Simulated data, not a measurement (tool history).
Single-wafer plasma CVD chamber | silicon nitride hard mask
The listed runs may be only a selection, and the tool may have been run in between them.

run	hour	heater temperature setpoint (°C)	chamber pressure (Pa)	RF power (W)	deposition time (s)	mean film thickness on the monitor wafer (nm)
1	0	390	231	260	69.5	72.448
2	0.9	390	201	230	69.5	62.961
3	6.2	390	241	230	69.5	64.904
4	12.7	390	220	215	69.5	59.757
5	16	390	220	215	69.5	60.044
6	24.7	390	201	205	69.5	56.138

For run 7, what comes out?
7	29.5	390	184	205	69.5	?

{"run 7": {"mean film thickness on the monitor wafer (nm)": 54.935}}
